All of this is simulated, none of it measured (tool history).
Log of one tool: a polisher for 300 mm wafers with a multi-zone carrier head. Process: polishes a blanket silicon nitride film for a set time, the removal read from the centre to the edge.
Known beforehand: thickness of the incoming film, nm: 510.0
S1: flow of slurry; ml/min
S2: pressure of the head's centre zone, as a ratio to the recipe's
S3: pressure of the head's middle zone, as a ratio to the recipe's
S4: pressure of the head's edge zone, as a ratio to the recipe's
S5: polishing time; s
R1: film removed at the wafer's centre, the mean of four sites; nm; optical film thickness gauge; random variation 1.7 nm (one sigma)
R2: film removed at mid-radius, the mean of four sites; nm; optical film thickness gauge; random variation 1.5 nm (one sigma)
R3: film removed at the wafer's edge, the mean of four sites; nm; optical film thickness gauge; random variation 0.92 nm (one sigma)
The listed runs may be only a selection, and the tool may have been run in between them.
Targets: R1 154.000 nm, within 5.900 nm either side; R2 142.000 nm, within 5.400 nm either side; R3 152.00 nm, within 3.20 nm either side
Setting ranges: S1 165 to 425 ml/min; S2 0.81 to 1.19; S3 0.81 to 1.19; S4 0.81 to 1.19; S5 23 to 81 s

run,hour,S1,S2,S3,S4,S5,R1,R2,R3
1,0.0,275,1.00,1.00,1.00,52,96.141,100.610,101.86
2,1.8,275,1.00,1.00,1.06,52,96.778,97.953,104.82
3,4.8,280,1.02,1.01,1.07,54,102.080,103.370,108.47
4,6.0,280,1.10,1.01,1.07,54,110.640,103.490,109.46
5,6.6,310,1.10,1.01,1.07,54,112.920,106.580,110.79
# hour 14.4: slurry nozzle cleaned
6,14.4,315,1.10,1.01,1.08,56,126.360,117.500,121.47
7,15.0,390,1.08,1.01,1.18,60,136.010,128.830,137.67
8,16.0,390,1.08,1.01,1.18,61,136.390,131.250,138.18
9,23.5,390,1.08,1.01,1.18,62,138.350,134.060,142.14
10,24.7,390,1.09,1.01,1.18,62,139.730,132.410,143.53
11,33.4,390,1.10,1.01,1.18,62,141.930,132.020,142.86
12,37.4,395,1.11,1.02,1.18,64,149.660,138.580,147.48

Consider the 4 candidate settings below. Which is the only one whose results all fall within their allowed miss of target?
A,41.4,375,1.11,1.01,1.16,67,?,?,?
B,41.4,405,1.16,0.97,1.15,62,?,?,?
C,41.4,385,0.99,1.00,1.19,68,?,?,?
D,41.4,420,1.17,1.07,1.16,61,?,?,?

move,R1,R2,R3
A,156.160,141.540,151.57
B,151.490,127.330,140.36
C,142.960,142.830,156.17
D,150.780,136.480,138.82
A: meets every target
B: its largest miss is bigger than the last run's
C: the result that was furthest off in the last run now lies on the other side of its target
D: its largest miss is bigger than the last run's
Move A is the one to make.
